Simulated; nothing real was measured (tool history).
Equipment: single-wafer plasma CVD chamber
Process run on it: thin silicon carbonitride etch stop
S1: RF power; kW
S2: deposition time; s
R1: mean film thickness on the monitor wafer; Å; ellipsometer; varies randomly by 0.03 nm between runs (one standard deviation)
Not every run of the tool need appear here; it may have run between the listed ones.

run 1 hour=0.0 | S1=0.205 S2=14.6 | R1=81.655
run 2 hour=1.4 | S1=0.215 S2=14.6 | R1=82.443
run 3 hour=9.8 | S1=0.225 S2=14.9 | R1=84.632
run 4 hour=16.2 | S1=0.210 S2=14.9 | R1=83.067
run 5 hour=19.0 | S1=0.235 S2=14.9 | R1=86.051
run 6 hour=26.0 | S1=0.240 S2=15.1 | R1=87.656

Run 7 comes next. What will it give?
run 7 hour=33.2 | S1=0.245 S2=15.3 | R1=?

Run 7 yielded R1 89.542 Å.
